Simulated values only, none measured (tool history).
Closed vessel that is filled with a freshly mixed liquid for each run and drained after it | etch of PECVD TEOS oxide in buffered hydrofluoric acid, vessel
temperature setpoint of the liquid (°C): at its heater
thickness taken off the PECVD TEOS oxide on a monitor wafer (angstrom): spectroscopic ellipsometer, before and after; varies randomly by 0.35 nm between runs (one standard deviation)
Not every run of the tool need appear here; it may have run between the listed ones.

run  hour  temperature setpoint of the liquid (°C)  parts of 40 % ammonium fluoride to one part of 49 % hydrofluoric acid (parts by volume)  time in the liquid (s)  thickness taken off the PECVD TEOS oxide on a monitor wafer (angstrom)
  1   0.0                                     22.0                                                                                     15.0                     100                                                                  1807.6
  2   2.7                                     22.0                                                                                     12.5                     100                                                                  2146.7
  3  11.9                                     22.0                                                                                     10.5                     100                                                                  2553.7
  4  20.9                                     20.5                                                                                     12.5                     100                                                                  1971.8
  5  23.0                                     22.0                                                                                     12.5                     100                                                                  2154.3
  6  28.6                                     22.0                                                                                     12.5                     105                                                                  2243.4
  7  36.7                                     21.0                                                                                     14.5                     105                                                                  1843.4
  8  37.6                                     20.0                                                                                     15.5                     105                                                                  1629.4

The next listed run, before its measurement:
  9  44.1                                     19.5                                                                                     16.5                     105                                                                       ?

thickness taken off the PECVD TEOS oxide on a monitor wafer (angstrom): 1484.2

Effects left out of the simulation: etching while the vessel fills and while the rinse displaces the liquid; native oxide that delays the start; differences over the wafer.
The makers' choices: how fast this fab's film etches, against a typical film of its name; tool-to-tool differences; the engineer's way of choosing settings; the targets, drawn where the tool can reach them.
